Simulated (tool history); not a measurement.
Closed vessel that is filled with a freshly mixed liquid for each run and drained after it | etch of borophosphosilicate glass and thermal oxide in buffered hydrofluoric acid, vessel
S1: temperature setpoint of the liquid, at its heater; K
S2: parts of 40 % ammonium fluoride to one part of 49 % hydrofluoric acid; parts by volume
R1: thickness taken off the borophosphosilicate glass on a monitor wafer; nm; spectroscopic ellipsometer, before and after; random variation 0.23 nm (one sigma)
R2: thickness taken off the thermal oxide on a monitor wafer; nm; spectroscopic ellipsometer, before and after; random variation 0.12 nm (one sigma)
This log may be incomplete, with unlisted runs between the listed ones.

{"run": 1, "hour": 0.0, "S1": 297.15, "S2": 11.0, "time in the liquid (s)": 60, "R1": 70.631, "R2": 68.537}
{"run": 2, "hour": 1.5, "S1": 296.15, "S2": 11.5, "time in the liquid (s)": 60, "R1": 64.049, "R2": 62.135}
{"run": 3, "hour": 7.7, "S1": 294.65, "S2": 11.5, "time in the liquid (s)": 60, "R1": 59.291, "R2": 57.013}
{"run": 4, "hour": 8.7, "S1": 297.15, "S2": 11.5, "time in the liquid (s)": 60, "R1": 67.903, "R2": 65.465}
{"run": 5, "hour": 15.7, "S1": 297.15, "S2": 11.5, "time in the liquid (s)": 45, "R1": 50.822, "R2": 48.95}
{"run": 6, "hour": 24.7, "S1": 296.65, "S2": 11.5, "time in the liquid (s)": 45, "R1": 49.777, "R2": 47.984}

Expected results for the next run?
{"run": 7, "hour": 25.6, "S1": 296.15, "S2": 11.5, "time in the liquid (s)": 45, "R1": "?", "R2": "?"}

{"run 7": {"R1": 48.119, "R2": 46.383}}

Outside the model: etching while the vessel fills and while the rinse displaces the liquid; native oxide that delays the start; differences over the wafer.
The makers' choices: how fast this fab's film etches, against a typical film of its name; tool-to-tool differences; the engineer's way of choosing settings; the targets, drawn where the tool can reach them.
